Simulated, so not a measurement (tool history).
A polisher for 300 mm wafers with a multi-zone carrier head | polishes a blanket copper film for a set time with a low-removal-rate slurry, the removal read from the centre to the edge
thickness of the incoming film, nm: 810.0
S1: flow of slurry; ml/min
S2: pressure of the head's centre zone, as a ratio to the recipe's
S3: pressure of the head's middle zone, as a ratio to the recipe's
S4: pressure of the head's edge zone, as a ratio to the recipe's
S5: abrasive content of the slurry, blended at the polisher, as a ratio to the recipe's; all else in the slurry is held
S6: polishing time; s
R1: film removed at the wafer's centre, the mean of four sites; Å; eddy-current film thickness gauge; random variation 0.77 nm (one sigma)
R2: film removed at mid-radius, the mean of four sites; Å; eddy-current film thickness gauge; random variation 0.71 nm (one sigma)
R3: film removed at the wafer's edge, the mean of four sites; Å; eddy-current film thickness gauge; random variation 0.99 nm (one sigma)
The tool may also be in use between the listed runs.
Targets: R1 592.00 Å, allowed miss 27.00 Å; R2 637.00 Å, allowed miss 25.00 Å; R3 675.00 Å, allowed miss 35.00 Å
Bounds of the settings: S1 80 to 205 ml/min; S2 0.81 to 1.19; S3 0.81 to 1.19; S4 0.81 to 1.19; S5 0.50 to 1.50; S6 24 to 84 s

{"run": 1, "hour": 0.0, "S1": 135, "S2": 1.0, "S3": 1.0, "S4": 1.0, "S5": 1.0, "S6": 54, "R1": 939.05, "R2": 945.69, "R3": 983.19}
{"run": 2, "hour": 1.8, "S1": 135, "S2": 0.99, "S3": 0.99, "S4": 0.99, "S5": 0.95, "S6": 53, "R1": 910.3, "R2": 917.64, "R3": 965.13}
{"run": 3, "hour": 4.1, "S1": 135, "S2": 0.98, "S3": 0.99, "S4": 0.98, "S5": 0.9, "S6": 52, "R1": 878.02, "R2": 886.8, "R3": 927.98}
{"run": 4, "hour": 12.8, "S1": 135, "S2": 0.98, "S3": 0.99, "S4": 0.91, "S5": 0.9, "S6": 52, "R1": 876.36, "R2": 885.44, "R3": 915.54}
{"run": 5, "hour": 20.5, "S1": 135, "S2": 0.97, "S3": 0.99, "S4": 0.91, "S5": 0.85, "S6": 51, "R1": 827.01, "R2": 859.33, "R3": 876.72}
{"run": 6, "hour": 29.4, "S1": 135, "S2": 0.97, "S3": 0.99, "S4": 0.91, "S5": 0.85, "S6": 44, "R1": 737.6, "R2": 755.66, "R3": 761.92}
{"run": 7, "hour": 37.5, "S1": 130, "S2": 0.96, "S3": 0.99, "S4": 0.91, "S5": 0.85, "S6": 44, "R1": 705.63, "R2": 740.32, "R3": 747.55}
{"run": 8, "hour": 40.8, "S1": 125, "S2": 0.96, "S3": 0.99, "S4": 0.91, "S5": 0.85, "S6": 44, "R1": 718.23, "R2": 729.86, "R3": 741.77}
{"run": 9, "hour": 41.8, "S1": 120, "S2": 0.95, "S3": 0.99, "S4": 0.91, "S5": 0.85, "S6": 44, "R1": 675.96, "R2": 719.39, "R3": 760.47}
{"run": 10, "hour": 43.2, "S1": 120, "S2": 0.95, "S3": 0.99, "S4": 0.91, "S5": 0.8, "S6": 44, "R1": 682.51, "R2": 722.75, "R3": 747.81}
{"run": 11, "hour": 45.1, "S1": 95, "S2": 0.88, "S3": 0.93, "S4": 0.88, "S5": 0.6, "S6": 42, "R1": 544.98, "R2": 572.5, "R3": 636.07}
{"run": 12, "hour": 48.6, "S1": 100, "S2": 0.88, "S3": 0.93, "S4": 0.88, "S5": 0.6, "S6": 42, "R1": 557.03, "R2": 593.94, "R3": 656.58}

4 next moves are on the table. One of them brings every result within its allowed miss. Which?
{"run": "A", "hour": 52.1, "S1": 110, "S2": 0.88, "S3": 1.08, "S4": 0.81, "S5": 0.6, "S6": 39, "R1": "?", "R2": "?", "R3": "?"}
{"run": "B", "hour": 52.1, "S1": 100, "S2": 0.89, "S3": 0.82, "S4": 0.83, "S5": 0.8, "S6": 44, "R1": "?", "R2": "?", "R3": "?"}
{"run": "C", "hour": 52.1, "S1": 125, "S2": 0.88, "S3": 0.97, "S4": 0.98, "S5": 0.6, "S6": 38, "R1": "?", "R2": "?", "R3": "?"}
{"run": "D", "hour": 52.1, "S1": 100, "S2": 0.89, "S3": 0.93, "S4": 0.83, "S5": 0.6, "S6": 45, "R1": "?", "R2": "?", "R3": "?"}

move=A R1=515.16 R2=639.38 R3=598.27
move=B R1=589.76 R2=578.44 R3=696.58
move=C R1=522.05 R2=589.01 R3=644.12
move=D R1=580.35 R2=631.05 R3=683.94
A: brings the result that was furthest off to its target, and leaves another outside
B: further off than the last run
C: further off than the last run
D: meets every target
Move D is the one to make.

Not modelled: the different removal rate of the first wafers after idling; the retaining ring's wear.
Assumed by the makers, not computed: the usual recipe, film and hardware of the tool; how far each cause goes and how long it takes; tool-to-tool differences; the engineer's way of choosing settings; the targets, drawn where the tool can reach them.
